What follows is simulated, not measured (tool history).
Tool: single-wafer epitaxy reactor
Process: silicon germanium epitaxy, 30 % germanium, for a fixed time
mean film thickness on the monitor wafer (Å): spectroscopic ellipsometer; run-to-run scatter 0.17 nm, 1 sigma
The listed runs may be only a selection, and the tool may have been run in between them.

| run | day | wafer temperature setpoint (pyrometer-controlled) (deg C) | chamber pressure (Torr) | mean film thickness on the monitor wafer (Å) |
|---|---|---|---|---|
| 1 | 0 | 600 | 26.1 | 603.72 |
| 2 | 0.083 | 599 | 26.1 | 590.83 |
| 3 | 0.454 | 599 | 24.2 | 572.81 |
| 4 | 0.733 | 591 | 24.2 | 486.9 |
| 5 | 0.854 | 592 | 24.2 | 497.73 |
| 6 | 1.1 | 593 | 24.2 | 507.08 |
| 7 | 1.192 | 598 | 24.3 | 562.39 |

Expected results for the next run?
| 8 | 1.558 | 596 | 24.3 | ? |

mean film thickness on the monitor wafer (Å): 536.35
